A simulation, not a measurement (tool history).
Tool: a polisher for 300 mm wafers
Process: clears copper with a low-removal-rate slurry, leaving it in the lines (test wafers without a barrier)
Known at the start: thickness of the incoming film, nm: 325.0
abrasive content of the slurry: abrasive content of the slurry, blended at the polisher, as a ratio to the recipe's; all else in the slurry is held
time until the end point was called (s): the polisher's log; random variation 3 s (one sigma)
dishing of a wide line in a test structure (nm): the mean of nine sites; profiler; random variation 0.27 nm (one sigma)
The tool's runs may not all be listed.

run,hour,flow of slurry (ml/min),pressure of the wafer on the pad (kPa),speed of the pad under the wafer (m/s),abrasive content of the slurry,overpolish time after the end point (s),time until the end point was called (s),dishing of a wide line in a test structure (nm)
1,0.0,240,13.8,1.00,1.00,20,149.48,29.806
2,1.4,240,13.1,1.00,1.00,20,160.03,28.280
3,3.1,210,13.1,1.00,1.00,20,160.08,28.031
4,8.3,210,13.1,1.00,0.95,20,164.08,27.128
5,16.9,205,12.4,1.00,0.95,19,171.14,25.078
6,19.7,205,12.4,1.00,0.95,14,176.53,19.059
7,21.9,205,12.4,1.00,0.95,15,178.50,20.649

The next listed run, before its measurement:
8,25.2,205,12.4,1.00,0.95,16,?,?

time until the end point was called (s): 172.66
dishing of a wide line in a test structure (nm): 21.521
